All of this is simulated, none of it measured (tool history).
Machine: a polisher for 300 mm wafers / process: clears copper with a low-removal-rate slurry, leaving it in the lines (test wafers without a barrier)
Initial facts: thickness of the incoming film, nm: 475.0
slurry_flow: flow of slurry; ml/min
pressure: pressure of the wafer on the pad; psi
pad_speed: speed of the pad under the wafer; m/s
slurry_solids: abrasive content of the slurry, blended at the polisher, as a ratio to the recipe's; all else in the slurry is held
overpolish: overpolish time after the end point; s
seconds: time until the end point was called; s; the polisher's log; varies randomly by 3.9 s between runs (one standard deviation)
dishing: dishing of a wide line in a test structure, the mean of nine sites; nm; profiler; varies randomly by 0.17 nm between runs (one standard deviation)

Run 1, hour 0.0: slurry_flow 130 ml/min, pressure 3.7 psi, pad_speed 1.42 m/s, slurry_solids 1.00, overpolish 24 s. Result: seconds 103.14 s, dishing 55.146 nm.
Run 2, hour 1.3: slurry_flow 130 ml/min, pressure 3.0 psi, pad_speed 1.42 m/s, slurry_solids 1.00, overpolish 24 s. Result: seconds 122.33 s, dishing 48.208 nm.
Run 3, hour 3.3: slurry_flow 130 ml/min, pressure 3.0 psi, pad_speed 1.42 m/s, slurry_solids 1.00, overpolish 28 s. Result: seconds 121.03 s, dishing 52.361 nm.
Run 4, hour 4.3: slurry_flow 125 ml/min, pressure 2.6 psi, pad_speed 1.20 m/s, slurry_solids 1.00, overpolish 22 s. Result: seconds 160.11 s, dishing 38.032 nm.
Run 5, hour 9.9: slurry_flow 110 ml/min, pressure 2.3 psi, pad_speed 1.04 m/s, slurry_solids 1.15, overpolish 18 s. Result: seconds 198.90 s, dishing 27.843 nm.
Run 6, hour 10.6: slurry_flow 100 ml/min, pressure 2.1 psi, pad_speed 1.00 m/s, slurry_solids 1.25, overpolish 15 s. Result: seconds 230.37 s, dishing 21.474 nm.
Run 7, hour 12.3: slurry_flow 95 ml/min, pressure 2.0 psi, pad_speed 1.06 m/s, slurry_solids 1.30, overpolish 13 s. Result: seconds 223.22 s, dishing 19.437 nm.
Run 8, hour 15.4: slurry_flow 90 ml/min, pressure 1.9 psi, pad_speed 1.10 m/s, slurry_solids 1.35, overpolish 11 s. Result: seconds 224.87 s, dishing 17.028 nm.
Run 9, hour 18.5: slurry_flow 85 ml/min, pressure 1.8 psi, pad_speed 1.14 m/s, slurry_solids 1.40, overpolish 10 s. Result: seconds 220.67 s, dishing 15.209 nm.
Run 10, hour 22.2: slurry_flow 85 ml/min, pressure 1.8 psi, pad_speed 1.14 m/s, slurry_solids 1.40, overpolish 9 s. Result: seconds 221.36 s, dishing 14.042 nm.

Run 11, settings as shown, results not yet in. Your forecast:
Run 11, hour 30.1: slurry_flow 85 ml/min, pressure 1.8 psi, pad_speed 1.16 m/s, slurry_solids 1.40, overpolish 9 s. Result: seconds ?, dishing ?.

seconds: 221.80 s
dishing: 13.890 nm

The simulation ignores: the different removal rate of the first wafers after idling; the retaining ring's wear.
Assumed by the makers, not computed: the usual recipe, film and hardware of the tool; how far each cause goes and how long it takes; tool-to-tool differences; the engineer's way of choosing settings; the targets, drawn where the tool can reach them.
